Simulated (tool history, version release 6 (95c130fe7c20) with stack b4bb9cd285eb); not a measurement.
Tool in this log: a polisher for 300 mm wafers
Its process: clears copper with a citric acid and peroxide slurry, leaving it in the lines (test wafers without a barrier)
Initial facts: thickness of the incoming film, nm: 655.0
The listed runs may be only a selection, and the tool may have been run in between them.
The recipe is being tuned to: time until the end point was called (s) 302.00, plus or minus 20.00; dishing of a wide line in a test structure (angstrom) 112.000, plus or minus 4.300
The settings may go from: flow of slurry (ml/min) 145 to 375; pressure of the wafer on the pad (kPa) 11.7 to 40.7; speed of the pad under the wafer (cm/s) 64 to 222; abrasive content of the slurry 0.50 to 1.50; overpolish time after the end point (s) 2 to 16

| run | hour | flow of slurry (ml/min) | pressure of the wafer on the pad (kPa) | speed of the pad under the wafer (cm/s) | abrasive content of the slurry | overpolish time after the end point (s) | time until the end point was called (s) | dishing of a wide line in a test structure (angstrom) |
|---|---|---|---|---|---|---|---|---|
| 1 | 0.0 | 240 | 26.2 | 142 | 1.00 | 8 | 172.48 | 210.550 |
| 2 | 1.2 | 240 | 26.2 | 142 | 0.80 | 8 | 179.64 | 202.450 |
| 3 | 10.2 | 240 | 22.8 | 140 | 0.80 | 8 | 206.33 | 179.500 |
| 4 | 14.1 | 240 | 20.7 | 138 | 0.80 | 8 | 232.32 | 160.660 |
| 5 | 21.4 | 240 | 19.3 | 138 | 0.80 | 8 | 241.48 | 153.230 |
| 6 | 30.2 | 240 | 17.9 | 138 | 0.80 | 8 | 261.02 | 140.520 |
| 7 | 35.0 | 245 | 13.8 | 138 | 0.80 | 7 | 340.74 | 98.305 |
| 8 | 41.2 | 245 | 14.5 | 138 | 0.80 | 7 | 323.23 | 103.210 |

5 candidate next runs follow, results not yet known. Just one meets every target within its allowed miss. Identify it.
| A | 47.4 | 360 | 16.5 | 114 | 0.80 | 8 | ? | ? |
| B | 47.4 | 255 | 11.7 | 150 | 0.75 | 9 | ? | ? |
| C | 47.4 | 275 | 15.2 | 104 | 0.75 | 9 | ? | ? |
| D | 47.4 | 260 | 13.8 | 130 | 0.80 | 9 | ? | ? |
| E | 47.4 | 250 | 14.5 | 144 | 1.00 | 7 | ? | ? |

| move | time until the end point was called (s) | dishing of a wide line in a test structure (angstrom) |
|---|---|---|
| A | 301.92 | 123.940 |
| B | 369.78 | 113.660 |
| C | 357.20 | 118.040 |
| D | 342.54 | 122.520 |
| E | 297.78 | 110.460 |
A: carries the result that was furthest off beyond its target, to the other side
B: the worst result of the last run now meets its target, but another is out of spec
C: carries the result that was furthest off beyond its target, to the other side
D: carries the result that was furthest off beyond its target, to the other side
E: meets every target
The right move is E.

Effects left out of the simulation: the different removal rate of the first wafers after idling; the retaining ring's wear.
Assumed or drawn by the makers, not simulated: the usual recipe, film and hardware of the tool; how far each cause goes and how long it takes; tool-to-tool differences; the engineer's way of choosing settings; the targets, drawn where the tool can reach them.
